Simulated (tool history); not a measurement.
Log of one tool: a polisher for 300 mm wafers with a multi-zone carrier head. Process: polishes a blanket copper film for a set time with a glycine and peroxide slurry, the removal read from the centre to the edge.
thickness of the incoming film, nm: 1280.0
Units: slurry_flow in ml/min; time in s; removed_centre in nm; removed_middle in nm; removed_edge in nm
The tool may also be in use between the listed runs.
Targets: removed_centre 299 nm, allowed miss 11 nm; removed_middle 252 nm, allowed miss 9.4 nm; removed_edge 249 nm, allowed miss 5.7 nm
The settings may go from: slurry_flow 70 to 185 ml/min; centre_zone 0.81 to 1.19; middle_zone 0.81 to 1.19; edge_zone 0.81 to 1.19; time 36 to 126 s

run 1 hour=0 | slurry_flow=120 centre_zone=1 middle_zone=1 edge_zone=1 time=81 | removed_centre=369.2 removed_middle=361.4 removed_edge=379.6
run 2 hour=8.5 | slurry_flow=120 centre_zone=1 middle_zone=1.03 edge_zone=1 time=81 | removed_centre=369.04 removed_middle=373.85 removed_edge=383.48
run 3 hour=12.2 | slurry_flow=120 centre_zone=1.03 middle_zone=1.01 edge_zone=0.95 time=74 | removed_centre=344.96 removed_middle=332.49 removed_edge=340.4
run 4 hour=15.1 | slurry_flow=115 centre_zone=1.06 middle_zone=1.01 edge_zone=0.91 time=70 | removed_centre=327.17 removed_middle=316.84 removed_edge=312.78
run 5 hour=18.1 | slurry_flow=110 centre_zone=1.09 middle_zone=0.99 edge_zone=0.88 time=67 | removed_centre=324.37 removed_middle=293.57 removed_edge=295.25
run 6 hour=20.6 | slurry_flow=110 centre_zone=1.09 middle_zone=0.99 edge_zone=0.96 time=67 | removed_centre=325.69 removed_middle=293.75 removed_edge=303.8
run 7 hour=29.1 | slurry_flow=105 centre_zone=1.11 middle_zone=0.99 edge_zone=0.93 time=65 | removed_centre=313.95 removed_middle=280.02 removed_edge=290.19
-- hour=30.5 edge zone pressure recalibrated
run 8 hour=30.5 | slurry_flow=100 centre_zone=1.13 middle_zone=0.99 edge_zone=0.9 time=63 | removed_centre=306.18 removed_middle=269.54 removed_edge=259.02
run 9 hour=32.6 | slurry_flow=95 centre_zone=1.13 middle_zone=0.98 edge_zone=0.9 time=63 | removed_centre=301.07 removed_middle=265.77 removed_edge=256.7
run 10 hour=35 | slurry_flow=95 centre_zone=1.13 middle_zone=0.97 edge_zone=0.9 time=63 | removed_centre=302.49 removed_middle=261.04 removed_edge=259.28
run 11 hour=40 | slurry_flow=90 centre_zone=1.14 middle_zone=0.96 edge_zone=0.9 time=63 | removed_centre=300.7 removed_middle=258.11 removed_edge=255.69

Which of these 4 next moves meets every target?
run A hour=45 | slurry_flow=100 centre_zone=1.16 middle_zone=0.9 edge_zone=0.92 time=63 | removed_centre=? removed_middle=? removed_edge=?
run B hour=45 | slurry_flow=85 centre_zone=1.12 middle_zone=0.93 edge_zone=0.98 time=65 | removed_centre=? removed_middle=? removed_edge=?
run C hour=45 | slurry_flow=80 centre_zone=1.19 middle_zone=0.98 edge_zone=0.9 time=63 | removed_centre=? removed_middle=? removed_edge=?
run D hour=45 | slurry_flow=85 centre_zone=1.1 middle_zone=0.85 edge_zone=0.89 time=67 | removed_centre=? removed_middle=? removed_edge=?

move=A removed_centre=313.83 removed_middle=248.34 removed_edge=262.89
move=B removed_centre=296.98 removed_middle=251.9 removed_edge=270.66
move=C removed_centre=299.69 removed_middle=250.46 removed_edge=249.55
move=D removed_centre=300.44 removed_middle=241.07 removed_edge=267.73
A: further off than the last run
B: further off than the last run
C: meets every target
D: further off than the last run
Move C is the one to make.

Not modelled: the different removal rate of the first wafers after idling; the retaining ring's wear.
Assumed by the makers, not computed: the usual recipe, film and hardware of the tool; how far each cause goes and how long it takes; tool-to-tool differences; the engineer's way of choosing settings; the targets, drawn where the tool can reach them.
